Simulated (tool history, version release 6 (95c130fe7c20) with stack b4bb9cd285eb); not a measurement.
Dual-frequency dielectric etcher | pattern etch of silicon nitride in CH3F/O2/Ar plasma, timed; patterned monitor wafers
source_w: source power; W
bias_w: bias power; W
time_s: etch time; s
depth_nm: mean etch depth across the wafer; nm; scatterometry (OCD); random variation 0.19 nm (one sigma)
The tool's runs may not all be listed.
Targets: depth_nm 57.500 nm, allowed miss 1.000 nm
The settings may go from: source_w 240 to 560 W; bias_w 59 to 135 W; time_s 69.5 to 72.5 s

run  hour  source_w  bias_w  time_s  depth_nm
  1   0.0       400      97    69.5    48.106
  2   8.0       440      97    69.5    49.929
  3  11.0       440      80    69.5    47.083
  4  17.6       450      83    69.5    48.191
  5  22.7       450      96    69.5    50.146
  6  24.9       460      98    69.5    50.866
  7  29.8       470     100    69.5    51.420
  8  38.0       480     102    69.5    52.282
  9  44.1       490     103    69.5    52.977
 10  47.3       500     104    69.5    53.497
 11  48.1       510     105    69.5    54.236
 12  51.2       520     106    69.5    54.808
 13  51.8       520     107    69.5    54.655
 14  55.5       520     108    69.5    55.095
 15  56.0       520     109    69.5    54.932
 16  60.0       520     110    69.5    55.147
 17  69.0       520     111    69.5    55.679

5 next moves are on the table. One of them brings every result within its allowed miss. Which?
  A  78.0       560      94    69.5         ?
  B  78.0       510     112    72.0         ?
  C  78.0       500     110    69.5         ?
  D  78.0       450     103    72.5         ?
  E  78.0       500      95    72.0         ?

move  depth_nm
   A    54.645
   B    57.464
   C    54.743
   D    53.730
   E    54.312
A: further off than the last run
B: meets every target
C: further off than the last run
D: further off than the last run
E: further off than the last run
The right move is B.
